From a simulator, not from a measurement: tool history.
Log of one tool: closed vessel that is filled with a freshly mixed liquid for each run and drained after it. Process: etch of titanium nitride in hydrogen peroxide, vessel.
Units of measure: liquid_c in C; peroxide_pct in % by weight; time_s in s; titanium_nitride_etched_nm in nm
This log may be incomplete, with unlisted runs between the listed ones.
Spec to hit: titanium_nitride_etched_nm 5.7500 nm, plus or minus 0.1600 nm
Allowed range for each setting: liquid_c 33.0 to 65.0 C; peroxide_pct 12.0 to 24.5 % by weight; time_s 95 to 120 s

run  hour  liquid_c  peroxide_pct  time_s  titanium_nitride_etched_nm
  1   0.0      49.0          16.5     120                      7.2247
  2   8.8      48.5          16.5     120                      7.0504
  3   9.6      48.5          16.5     120                      7.0346
  4  14.1      51.0          16.5     120                      8.3377
  5  19.6      51.0          17.5     120                      8.4273
  6  20.7      51.0          17.5      95                      6.7125
  7  27.8      50.5          17.5      95                      6.4273
  8  30.8      50.0          17.5      95                      6.1565
  9  32.3      49.5          17.5      95                      6.0782

5 next moves are on the table. One of them brings every result within its allowed miss. Which?
  A  33.8      49.5          17.5     105                           ?
  B  33.8      48.0          23.5      95                           ?
  C  33.8      50.5          17.0      95                           ?
  D  33.8      47.0          14.5     120                           ?
  E  33.8      50.0          20.0      95                           ?

move  titanium_nitride_etched_nm
   A                      6.6796
   B                      5.7721
   C                      6.4563
   D                      6.1124
   E                      6.4471
A: its largest miss is bigger than the last run's
B: in spec on every target
C: its largest miss is bigger than the last run's
D: its largest miss is bigger than the last run's
E: its largest miss is bigger than the last run's
The right move is B.

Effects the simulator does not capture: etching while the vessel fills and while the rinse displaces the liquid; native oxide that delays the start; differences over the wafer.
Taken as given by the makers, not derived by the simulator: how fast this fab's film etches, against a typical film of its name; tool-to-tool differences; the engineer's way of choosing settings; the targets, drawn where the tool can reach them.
